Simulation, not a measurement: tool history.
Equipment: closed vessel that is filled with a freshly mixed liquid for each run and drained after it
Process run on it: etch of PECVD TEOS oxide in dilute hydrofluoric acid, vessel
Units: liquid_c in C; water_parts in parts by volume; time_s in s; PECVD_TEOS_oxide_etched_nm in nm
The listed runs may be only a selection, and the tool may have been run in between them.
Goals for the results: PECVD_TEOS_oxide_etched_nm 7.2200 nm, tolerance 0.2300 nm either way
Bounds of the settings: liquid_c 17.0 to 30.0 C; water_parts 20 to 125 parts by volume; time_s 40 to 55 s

run,day,liquid_c,water_parts,time_s,PECVD_TEOS_oxide_etched_nm
1,0.000,22.0,70,55,12.1040
2,0.321,20.5,70,55,11.3170
3,0.517,20.0,75,55,10.3350
4,0.692,19.5,80,55,9.4792
5,0.904,19.0,85,55,8.5425
6,1.133,17.5,85,55,8.2533
7,1.246,17.5,90,55,7.6288
8,1.375,17.0,90,55,7.4633
9,1.679,17.0,90,50,6.8005
10,1.971,17.5,90,50,6.9449

Pick the move, out of 4, that brings all results within their allowed miss; only one does.
A,2.262,18.5,90,50,?
B,2.262,21.0,105,50,?
C,2.262,17.0,90,50,?
D,2.262,18.0,75,45,?

move,PECVD_TEOS_oxide_etched_nm
A,7.1649
B,6.6953
C,6.7258
D,7.7026
A: every result within its allowed miss
B: its largest miss is bigger than the last run's
C: its largest miss is bigger than the last run's
D: takes the biggest miss from the last run beyond its target
A meets every target.

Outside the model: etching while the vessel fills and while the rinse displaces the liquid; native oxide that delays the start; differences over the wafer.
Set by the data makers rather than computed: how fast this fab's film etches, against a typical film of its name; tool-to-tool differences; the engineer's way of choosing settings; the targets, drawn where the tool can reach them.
